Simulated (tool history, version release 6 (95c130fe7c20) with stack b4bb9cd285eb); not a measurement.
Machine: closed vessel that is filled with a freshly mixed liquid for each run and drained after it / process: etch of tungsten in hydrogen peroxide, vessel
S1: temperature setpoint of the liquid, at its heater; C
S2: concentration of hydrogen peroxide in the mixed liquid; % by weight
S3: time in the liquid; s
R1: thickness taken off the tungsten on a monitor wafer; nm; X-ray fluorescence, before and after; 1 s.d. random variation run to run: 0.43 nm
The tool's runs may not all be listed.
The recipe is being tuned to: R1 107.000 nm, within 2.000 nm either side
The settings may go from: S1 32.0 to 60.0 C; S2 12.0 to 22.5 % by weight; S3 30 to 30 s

run	hour	S1	S2	S3	R1
1	0.0	44.0	15.5	30	49.566
2	9.0	44.0	13.0	30	45.598
3	16.5	48.0	13.0	30	58.226
4	17.7	43.5	13.0	30	44.194
5	23.9	48.0	13.0	30	58.458
6	31.6	48.0	12.0	30	55.978
7	35.9	51.0	12.0	30	67.614
8	41.3	53.5	12.0	30	78.608
9	42.4	55.0	12.0	30	86.064
10	43.6	56.0	12.0	30	91.155
11	45.8	57.0	12.0	30	96.260
12	54.4	57.5	12.0	30	99.417
13	60.3	58.0	12.0	30	102.910

Consider the 4 candidate settings below. Which is the only one whose results all fall within their allowed miss of target?
A	66.2	55.0	17.0	30	?
B	66.2	58.0	13.0	30	?
C	66.2	57.5	12.0	30	?
D	66.2	58.5	13.5	30	?

move	R1
A	101.410
B	105.760
C	98.699
D	110.960
A: moves away from the targets compared with the last run
B: in spec on every target
C: moves away from the targets compared with the last run
D: pushes the last run's worst result past its target
Answer: B
